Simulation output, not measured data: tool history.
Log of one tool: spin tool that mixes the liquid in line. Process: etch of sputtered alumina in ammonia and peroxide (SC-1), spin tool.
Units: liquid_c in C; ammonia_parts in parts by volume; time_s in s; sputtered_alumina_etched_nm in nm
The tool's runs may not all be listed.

run	hour	liquid_c	ammonia_parts	time_s	sputtered_alumina_etched_nm
1	0.0	57.0	0.8	100	8.8659
2	4.0	57.5	0.8	100	9.2032
3	10.8	57.5	0.6	100	8.9514
4	12.6	57.5	0.7	100	9.0396
5	16.9	58.0	0.7	100	9.3229
6	21.1	58.0	0.8	100	9.5085
7	27.2	58.5	0.8	100	9.7421
8	29.8	59.0	0.8	100	9.9483

Run 9 comes next. What will it give?
9	32.0	59.5	0.8	100	?

sputtered_alumina_etched_nm: 10.0210 nm
